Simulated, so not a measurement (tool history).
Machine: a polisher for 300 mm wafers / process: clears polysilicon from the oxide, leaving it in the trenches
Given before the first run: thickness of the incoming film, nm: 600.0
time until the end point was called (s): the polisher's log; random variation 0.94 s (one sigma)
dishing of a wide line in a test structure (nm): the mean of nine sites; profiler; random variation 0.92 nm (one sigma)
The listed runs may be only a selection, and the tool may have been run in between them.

run	day	flow of slurry (ml/min)	pressure of the wafer on the pad (kPa)	speed of the pad under the wafer (m/s)	overpolish time after the end point (s)	time until the end point was called (s)	dishing of a wide line in a test structure (nm)
1	0	280	23.4	0.94	15	31.109	38.785
2	0.146	335	23.4	0.94	15	30.193	38.8
3	0.225	330	19.3	0.86	14	38.38	39.173
4	0.417	330	22.8	0.86	14	33.442	40.199
5	0.442	300	18.6	0.82	16	41.716	41.242
6	0.575	310	15.9	0.76	12	48.583	37.565

Forecast run 7:
7	0.65	305	13.8	0.72	12	?	?

Logged for run 7: time until the end point was called (s) 57.249, dishing of a wide line in a test structure (nm) 36.988.
